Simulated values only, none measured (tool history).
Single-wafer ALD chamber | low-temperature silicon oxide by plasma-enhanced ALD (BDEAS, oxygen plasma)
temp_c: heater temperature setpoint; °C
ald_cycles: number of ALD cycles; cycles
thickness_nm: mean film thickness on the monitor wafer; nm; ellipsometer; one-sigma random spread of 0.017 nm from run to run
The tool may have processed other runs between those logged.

run	hour	temp_c	ald_cycles	thickness_nm
1	0	100	20	3.046
2	5.6	100	21	3.1889
3	11.8	100	19	2.8734
4	20.4	95	19	2.9309
5	24.2	90	20	3.1402
6	32.3	84	20	3.2054
7	38	82	21	3.4077
8	39.2	81	21	3.4226
9	39.9	80	21	3.3975
10	46.6	79	21	3.4214
11	54.4	78	21	3.4367

Run 12 is up next; what results do you expect?
12	56.7	77	22	?

Run 12 produced thickness_nm 3.6169 nm.

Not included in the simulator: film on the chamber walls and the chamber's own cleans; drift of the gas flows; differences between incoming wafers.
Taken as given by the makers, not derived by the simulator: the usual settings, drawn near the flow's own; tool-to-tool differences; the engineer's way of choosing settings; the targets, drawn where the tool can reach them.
